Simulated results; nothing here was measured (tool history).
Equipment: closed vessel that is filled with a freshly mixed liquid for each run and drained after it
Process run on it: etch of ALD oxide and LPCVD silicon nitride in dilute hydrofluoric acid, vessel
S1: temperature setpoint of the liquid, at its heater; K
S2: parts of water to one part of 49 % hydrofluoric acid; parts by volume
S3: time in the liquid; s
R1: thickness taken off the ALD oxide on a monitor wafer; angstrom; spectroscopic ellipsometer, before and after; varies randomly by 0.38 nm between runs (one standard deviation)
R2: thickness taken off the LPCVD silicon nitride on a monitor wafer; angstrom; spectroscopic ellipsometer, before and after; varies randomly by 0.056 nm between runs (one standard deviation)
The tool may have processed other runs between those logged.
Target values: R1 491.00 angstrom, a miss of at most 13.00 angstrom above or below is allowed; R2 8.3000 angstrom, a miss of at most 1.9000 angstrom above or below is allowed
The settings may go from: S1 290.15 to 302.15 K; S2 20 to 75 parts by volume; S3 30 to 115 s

run	hour	S1	S2	S3	R1	R2
1	0.0	294.15	45	60	292.09	6.2550
2	6.8	295.65	40	60	353.85	7.6679
3	8.9	298.65	40	60	399.85	9.6118
4	13.4	298.65	35	60	456.09	9.7133
5	15.7	298.65	30	60	541.44	11.1550
6	20.7	298.65	30	75	672.68	14.5620
7	28.0	296.15	30	75	605.07	12.5690
8	36.2	292.15	30	75	509.56	9.7512

Of the 4 settings listed for the next run, only one would bring every result within its allowed miss of target. Which one?
A	44.4	290.15	25	65	?	?
B	44.4	294.15	30	70	?	?
C	44.4	300.65	60	110	?	?
D	44.4	299.15	45	90	?	?

move	R1	R2
A	488.35	9.0591
B	518.52	10.8680
C	511.67	13.4690
D	536.80	13.2480
A: meets every target
B: moves away from the targets compared with the last run
C: moves away from the targets compared with the last run
D: moves away from the targets compared with the last run
A is the move that brings every result within its allowed miss.

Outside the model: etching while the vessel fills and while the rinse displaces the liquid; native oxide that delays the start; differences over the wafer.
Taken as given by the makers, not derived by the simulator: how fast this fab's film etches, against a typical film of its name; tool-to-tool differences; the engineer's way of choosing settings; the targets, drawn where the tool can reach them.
